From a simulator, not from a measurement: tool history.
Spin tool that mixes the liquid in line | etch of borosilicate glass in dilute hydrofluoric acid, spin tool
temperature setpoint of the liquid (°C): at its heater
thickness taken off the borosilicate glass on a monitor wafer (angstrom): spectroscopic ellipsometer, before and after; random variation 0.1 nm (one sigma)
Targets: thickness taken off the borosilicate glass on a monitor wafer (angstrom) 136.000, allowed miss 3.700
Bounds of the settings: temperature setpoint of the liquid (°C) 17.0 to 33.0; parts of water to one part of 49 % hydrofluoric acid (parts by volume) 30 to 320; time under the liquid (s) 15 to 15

| run | hour | temperature setpoint of the liquid (°C) | parts of water to one part of 49 % hydrofluoric acid (parts by volume) | time under the liquid (s) | thickness taken off the borosilicate glass on a monitor wafer (angstrom) |
|---|---|---|---|---|---|
| 1 | 0.0 | 25.0 | 175 | 15 | 35.752 |
| 2 | 6.8 | 27.0 | 175 | 15 | 38.040 |
| 3 | 13.1 | 29.0 | 175 | 15 | 41.320 |
| 4 | 16.8 | 31.0 | 175 | 15 | 44.218 |
| 5 | 21.1 | 31.5 | 150 | 15 | 54.543 |
| 6 | 25.9 | 32.0 | 130 | 15 | 65.445 |
| 7 | 29.1 | 32.0 | 115 | 15 | 74.244 |
| 8 | 38.1 | 33.0 | 45 | 15 | 223.270 |
| 9 | 43.2 | 31.5 | 50 | 15 | 186.950 |
| 10 | 46.7 | 27.5 | 50 | 15 | 160.660 |
| 11 | 52.2 | 26.5 | 50 | 15 | 154.030 |
| 12 | 60.6 | 26.0 | 50 | 15 | 152.270 |
| 13 | 63.5 | 25.5 | 50 | 15 | 147.340 |
| 14 | 69.0 | 25.0 | 50 | 15 | 143.920 |
| 15 | 73.4 | 24.5 | 50 | 15 | 140.610 |

4 next moves are on the table. One of them brings every result within its allowed miss. Which?
| A | 77.8 | 23.5 | 45 | 15 | ? |
| B | 77.8 | 26.0 | 50 | 15 | ? |
| C | 77.8 | 23.5 | 50 | 15 | ? |
| D | 77.8 | 25.0 | 50 | 15 | ? |

| move | thickness taken off the borosilicate glass on a monitor wafer (angstrom) |
|---|---|
| A | 151.090 |
| B | 149.640 |
| C | 135.090 |
| D | 143.680 |
A: further off than the last run
B: further off than the last run
C: meets every target
D: further off than the last run
The right move is C.
